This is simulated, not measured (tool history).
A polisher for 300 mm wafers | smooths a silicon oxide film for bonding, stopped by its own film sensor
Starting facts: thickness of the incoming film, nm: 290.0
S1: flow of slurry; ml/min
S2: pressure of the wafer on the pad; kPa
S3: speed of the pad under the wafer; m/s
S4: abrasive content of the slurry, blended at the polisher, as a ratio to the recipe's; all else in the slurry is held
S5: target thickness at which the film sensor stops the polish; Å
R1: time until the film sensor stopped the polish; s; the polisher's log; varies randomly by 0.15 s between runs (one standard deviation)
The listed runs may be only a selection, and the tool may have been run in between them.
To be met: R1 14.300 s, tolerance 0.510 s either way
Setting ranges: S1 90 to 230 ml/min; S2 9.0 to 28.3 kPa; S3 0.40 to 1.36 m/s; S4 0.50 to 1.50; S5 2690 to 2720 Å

run 1 hour=0.0 | S1=150 S2=18.6 S3=0.88 S4=1.00 S5=2690 | R1=24.039
run 2 hour=3.1 | S1=150 S2=17.2 S3=0.88 S4=1.00 S5=2690 | R1=25.187
run 3 hour=6.1 | S1=185 S2=17.2 S3=0.88 S4=1.00 S5=2690 | R1=24.419
run 4 hour=6.7 | S1=185 S2=17.2 S3=0.88 S4=1.00 S5=2720 | R1=21.273
run 5 hour=14.7 | S1=185 S2=17.9 S3=0.88 S4=1.00 S5=2720 | R1=20.636
run 6 hour=19.0 | S1=185 S2=18.6 S3=0.88 S4=1.00 S5=2720 | R1=19.830
run 7 hour=24.6 | S1=190 S2=19.3 S3=0.88 S4=1.00 S5=2720 | R1=19.287
run 8 hour=27.9 | S1=190 S2=20.0 S3=0.88 S4=1.00 S5=2720 | R1=18.344
run 9 hour=35.1 | S1=190 S2=20.7 S3=0.88 S4=1.00 S5=2720 | R1=17.732
run 10 hour=43.5 | S1=190 S2=21.4 S3=0.88 S4=1.00 S5=2720 | R1=17.232
run 11 hour=49.4 | S1=200 S2=22.8 S3=0.88 S4=1.00 S5=2720 | R1=16.003
run 12 hour=51.6 | S1=205 S2=24.1 S3=0.88 S4=1.00 S5=2720 | R1=14.727
run 13 hour=55.0 | S1=210 S2=24.1 S3=0.88 S4=1.00 S5=2720 | R1=15.112
run 14 hour=63.6 | S1=210 S2=24.1 S3=0.88 S4=1.00 S5=2720 | R1=15.036

Which of these 5 next moves meets every target?
run A hour=72.2 | S1=165 S2=25.5 S3=1.10 S4=0.75 S5=2690 | R1=?
run B hour=72.2 | S1=185 S2=22.1 S3=0.86 S4=1.20 S5=2720 | R1=?
run C hour=72.2 | S1=210 S2=23.4 S3=0.94 S4=1.05 S5=2710 | R1=?
run D hour=72.2 | S1=190 S2=26.2 S3=0.96 S4=0.95 S5=2690 | R1=?
run E hour=72.2 | S1=165 S2=24.1 S3=0.92 S4=1.40 S5=2710 | R1=?

move=A R1=16.203
move=B R1=16.008
move=C R1=15.294
move=D R1=15.696
move=E R1=14.168
A: misses by more than the last run did
B: misses by more than the last run did
C: misses by more than the last run did
D: misses by more than the last run did
E: each result inside its tolerance
Move E is the one to make.
